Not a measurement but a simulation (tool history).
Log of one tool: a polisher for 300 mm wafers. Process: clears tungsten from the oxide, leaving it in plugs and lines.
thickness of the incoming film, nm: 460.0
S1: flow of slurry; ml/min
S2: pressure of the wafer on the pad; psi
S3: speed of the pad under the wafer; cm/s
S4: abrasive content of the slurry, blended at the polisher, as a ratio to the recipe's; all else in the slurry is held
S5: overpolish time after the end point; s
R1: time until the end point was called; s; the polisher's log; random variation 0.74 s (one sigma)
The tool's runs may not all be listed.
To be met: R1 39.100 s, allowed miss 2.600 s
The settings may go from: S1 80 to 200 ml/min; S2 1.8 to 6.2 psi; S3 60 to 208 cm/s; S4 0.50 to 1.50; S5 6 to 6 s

| run | hour | S1 | S2 | S3 | S4 | S5 | R1 |
|---|---|---|---|---|---|---|---|
| 1 | 0.0 | 130 | 4.0 | 134 | 1.00 | 6 | 65.661 |
| 2 | 7.2 | 145 | 4.0 | 134 | 1.00 | 6 | 67.499 |
| 3 | 8.6 | 145 | 5.0 | 134 | 1.00 | 6 | 54.831 |
| 4 | 17.5 | 160 | 5.0 | 134 | 1.00 | 6 | 51.259 |
| 5 | 23.3 | 160 | 5.1 | 134 | 1.00 | 6 | 52.995 |
| 6 | 28.8 | 160 | 5.1 | 134 | 0.85 | 6 | 53.617 |
| 7 | 33.5 | 160 | 5.2 | 136 | 0.85 | 6 | 51.638 |
| 8 | 37.5 | 160 | 5.2 | 136 | 0.85 | 6 | 51.968 |
| 9 | 45.3 | 160 | 5.3 | 138 | 0.85 | 6 | 50.186 |
| 10 | 47.8 | 160 | 5.3 | 138 | 0.85 | 6 | 50.467 |
| 11 | 54.9 | 160 | 5.3 | 138 | 0.85 | 6 | 50.975 |
| 12 | 56.7 | 160 | 5.4 | 140 | 0.85 | 6 | 51.251 |
| 13 | 57.6 | 160 | 5.4 | 140 | 0.85 | 6 | 48.467 |
| 14 | 65.7 | 160 | 5.5 | 140 | 0.85 | 6 | 47.797 |
| 15 | 70.8 | 160 | 6.2 | 146 | 0.85 | 6 | 42.031 |

4 next moves are on the table. One of them brings every result within its allowed miss. Which?
| A | 75.9 | 185 | 6.2 | 160 | 0.75 | 6 | ? |
| B | 75.9 | 140 | 5.4 | 150 | 0.95 | 6 | ? |
| C | 75.9 | 150 | 6.1 | 200 | 0.80 | 6 | ? |
| D | 75.9 | 110 | 6.2 | 144 | 0.90 | 6 | ? |

| move | R1 |
|---|---|
| A | 40.331 |
| B | 47.976 |
| C | 35.315 |
| D | 46.239 |
A: meets every target
B: further off than the last run
C: takes the result that was furthest off past its target
D: further off than the last run
The right move is A.

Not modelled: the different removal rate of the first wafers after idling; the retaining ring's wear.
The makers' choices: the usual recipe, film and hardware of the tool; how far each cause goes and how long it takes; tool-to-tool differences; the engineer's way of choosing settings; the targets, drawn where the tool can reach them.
